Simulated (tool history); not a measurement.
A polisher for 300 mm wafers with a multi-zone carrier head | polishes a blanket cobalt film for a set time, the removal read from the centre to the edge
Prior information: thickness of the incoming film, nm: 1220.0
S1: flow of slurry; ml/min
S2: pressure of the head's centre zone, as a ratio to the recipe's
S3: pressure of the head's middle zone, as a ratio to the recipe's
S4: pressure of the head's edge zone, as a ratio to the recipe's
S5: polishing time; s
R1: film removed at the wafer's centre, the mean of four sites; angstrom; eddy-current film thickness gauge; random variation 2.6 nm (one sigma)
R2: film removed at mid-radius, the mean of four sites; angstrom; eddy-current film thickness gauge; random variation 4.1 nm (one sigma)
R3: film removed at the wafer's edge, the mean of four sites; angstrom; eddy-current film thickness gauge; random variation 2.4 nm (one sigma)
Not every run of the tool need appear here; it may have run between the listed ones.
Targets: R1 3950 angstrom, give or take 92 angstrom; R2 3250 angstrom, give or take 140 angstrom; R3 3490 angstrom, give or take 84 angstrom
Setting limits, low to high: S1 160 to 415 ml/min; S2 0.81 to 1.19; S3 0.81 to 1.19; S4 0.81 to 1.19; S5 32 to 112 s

run  hour   S1    S2    S3    S4  S5      R1      R2      R3
  1     0  265     1     1     1  72    3028  3037.7  3054.8
  2   2.6  300     1     1     1  72    3113  3123.9  3104.5
  3   6.7  325  1.05  0.99  1.04  73  3330.3  3104.5  3210.3
  4  12.4  385  1.05  0.99  1.04  73    3376  3130.8  3247.8
  5  14.8  350  1.05  0.99  1.04  73  3334.7    3090  3272.2
  6  22.2  350  1.05  0.99  0.99  73  3385.7    3063  3164.8
  7  24.7  355  1.09     1  1.02  74  3517.9    3172  3259.1
  8  29.1  360  1.12     1  1.04  75  3689.5  3341.2  3315.5
  9  33.7  370  1.13  0.98  1.06  76  3752.9  3242.6    3406
 10  39.2  375  1.14  0.97  1.07  76  3836.2  3245.3  3375.3
 11  40.9  380  1.14  0.96  1.09  76    3797  3226.8    3496

Pick the move, out of 4, that brings all results within their allowed miss; only one does.
  A  42.6  360  1.12  0.99  1.08  75   ?   ?   ?
  B  42.6  415  1.07  0.93  1.09  79   ?   ?   ?
  C  42.6  375  1.13  0.95  1.11  76   ?   ?   ?
  D  42.6  415   1.1  0.91  0.97  81   ?   ?   ?

move      R1      R2      R3
   A  3662.4  3242.4  3378.3
   B  3728.8  3275.6  3606.8
   C  3755.7  3183.4  3481.3
   D  3928.3  3298.4  3493.7
A: further off than the last run
B: further off than the last run
C: further off than the last run
D: every result lands within tolerance
D meets every target.
